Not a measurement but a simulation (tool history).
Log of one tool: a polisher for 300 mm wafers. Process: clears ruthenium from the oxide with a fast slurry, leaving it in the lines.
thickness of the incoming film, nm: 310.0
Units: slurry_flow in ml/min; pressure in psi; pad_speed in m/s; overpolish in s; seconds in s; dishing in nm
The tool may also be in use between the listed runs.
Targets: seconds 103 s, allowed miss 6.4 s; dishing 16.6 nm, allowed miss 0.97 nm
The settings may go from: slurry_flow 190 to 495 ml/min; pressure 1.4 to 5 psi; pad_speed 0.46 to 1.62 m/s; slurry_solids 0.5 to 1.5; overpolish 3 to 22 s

Run 1, day 0: slurry_flow 320 ml/min, pressure 3.2 psi, pad_speed 1.04 m/s, slurry_solids 1, overpolish 11 s. Result: seconds 89.281 s, dishing 34.399 nm.
Run 2, day 0.238: slurry_flow 320 ml/min, pressure 3.1 psi, pad_speed 1.04 m/s, slurry_solids 1, overpolish 9 s. Result: seconds 88.478 s, dishing 27.75 nm.
Run 3, day 0.571: slurry_flow 320 ml/min, pressure 3.1 psi, pad_speed 1.18 m/s, slurry_solids 1, overpolish 9 s. Result: seconds 75.135 s, dishing 31.569 nm.
Run 4, day 0.729: slurry_flow 320 ml/min, pressure 3.1 psi, pad_speed 1.18 m/s, slurry_solids 1, overpolish 11 s. Result: seconds 78.447 s, dishing 37.489 nm.
Run 5, day 1.042: slurry_flow 320 ml/min, pressure 2.8 psi, pad_speed 1.18 m/s, slurry_solids 1, overpolish 9 s. Result: seconds 82.749 s, dishing 29.557 nm.
Run 6, day 1.358: slurry_flow 320 ml/min, pressure 2.6 psi, pad_speed 1.18 m/s, slurry_solids 1, overpolish 8 s. Result: seconds 87.091 s, dishing 25.791 nm.
Run 7, day 1.688: slurry_flow 320 ml/min, pressure 2.4 psi, pad_speed 1.18 m/s, slurry_solids 1, overpolish 7 s. Result: seconds 89.786 s, dishing 21.948 nm.
Run 8, day 1.838: slurry_flow 320 ml/min, pressure 2.2 psi, pad_speed 1.18 m/s, slurry_solids 1, overpolish 7 s. Result: seconds 94.405 s, dishing 20.71 nm.
Run 9, day 1.942: slurry_flow 320 ml/min, pressure 2.1 psi, pad_speed 1.18 m/s, slurry_solids 1, overpolish 7 s. Result: seconds 96.142 s, dishing 20.037 nm.
Run 10, day 2.283: slurry_flow 320 ml/min, pressure 2 psi, pad_speed 1.18 m/s, slurry_solids 1, overpolish 7 s. Result: seconds 101.51 s, dishing 19.951 nm.
At day 2.546: slurry blender recalibrated.
Run 11, day 2.546: slurry_flow 320 ml/min, pressure 1.9 psi, pad_speed 1.18 m/s, slurry_solids 1, overpolish 6 s. Result: seconds 88.313 s, dishing 19.156 nm.

Which of these 5 next moves meets every target?
Run A, day 2.808: slurry_flow 390 ml/min, pressure 1.8 psi, pad_speed 1.22 m/s, slurry_solids 1.15, overpolish 7 s. Result: seconds ?, dishing ?.
Run B, day 2.808: slurry_flow 305 ml/min, pressure 1.8 psi, pad_speed 1.08 m/s, slurry_solids 1, overpolish 7 s. Result: seconds ?, dishing ?.
Run C, day 2.808: slurry_flow 270 ml/min, pressure 1.8 psi, pad_speed 1.16 m/s, slurry_solids 0.9, overpolish 8 s. Result: seconds ?, dishing ?.
Run D, day 2.808: slurry_flow 455 ml/min, pressure 1.9 psi, pad_speed 0.94 m/s, slurry_solids 1.15, overpolish 6 s. Result: seconds ?, dishing ?.
Run E, day 2.808: slurry_flow 320 ml/min, pressure 2 psi, pad_speed 0.96 m/s, slurry_solids 1.05, overpolish 7 s. Result: seconds ?, dishing ?.

move  seconds  dishing
   A   82.469   24.074
   B   100.51   20.015
   C   99.508   22.891
   D   102.51   16.985
   E   104.53    19.29
A: further off than the last run
B: further off than the last run
C: further off than the last run
D: meets every target
E: further off than the last run
Answer: D
